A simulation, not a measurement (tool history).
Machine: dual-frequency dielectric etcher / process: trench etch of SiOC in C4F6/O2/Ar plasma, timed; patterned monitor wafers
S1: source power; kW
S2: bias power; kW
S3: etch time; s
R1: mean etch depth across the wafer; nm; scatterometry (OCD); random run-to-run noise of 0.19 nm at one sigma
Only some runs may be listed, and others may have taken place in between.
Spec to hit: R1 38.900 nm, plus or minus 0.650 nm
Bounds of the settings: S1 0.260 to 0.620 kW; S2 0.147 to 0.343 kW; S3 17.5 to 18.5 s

Run 1, hour 0.0: S1 0.440 kW, S2 0.245 kW, S3 17.5 s. Result: R1 44.796 nm.
Run 2, hour 5.8: S1 0.420 kW, S2 0.243 kW, S3 17.5 s. Result: R1 43.880 nm.
Run 3, hour 12.2: S1 0.400 kW, S2 0.242 kW, S3 17.5 s. Result: R1 43.388 nm.
Run 4, hour 17.0: S1 0.380 kW, S2 0.239 kW, S3 17.5 s. Result: R1 42.426 nm.
Run 5, hour 25.3: S1 0.380 kW, S2 0.239 kW, S3 18.5 s. Result: R1 44.907 nm.
Run 6, hour 33.2: S1 0.370 kW, S2 0.235 kW, S3 18.5 s. Result: R1 43.773 nm.
Run 7, hour 36.6: S1 0.360 kW, S2 0.234 kW, S3 18.5 s. Result: R1 43.417 nm.
Run 8, hour 41.1: S1 0.350 kW, S2 0.233 kW, S3 18.5 s. Result: R1 42.870 nm.
Run 9, hour 47.0: S1 0.350 kW, S2 0.233 kW, S3 18.5 s. Result: R1 43.210 nm.
Run 10, hour 52.2: S1 0.260 kW, S2 0.206 kW, S3 18.5 s. Result: R1 37.720 nm.
At hour 60.1: bias power generator calibrated.
Run 11, hour 60.1: S1 0.280 kW, S2 0.207 kW, S3 18.5 s. Result: R1 38.097 nm.

Next run, 4 choices. One meets every target within its allowed miss, the rest don't. Which?
Run A, hour 68.0: S1 0.310 kW, S2 0.253 kW, S3 18.0 s. Result: R1 ?.
Run B, hour 68.0: S1 0.320 kW, S2 0.171 kW, S3 18.0 s. Result: R1 ?.
Run C, hour 68.0: S1 0.270 kW, S2 0.260 kW, S3 18.5 s. Result: R1 ?.
Run D, hour 68.0: S1 0.270 kW, S2 0.227 kW, S3 18.5 s. Result: R1 ?.

move      R1
   A  41.165
   B  36.761
   C  40.809
   D  39.021
A: carries the result that was furthest off beyond its target, to the other side
B: moves away from the targets compared with the last run
C: carries the result that was furthest off beyond its target, to the other side
D: meets every target
D meets every target.
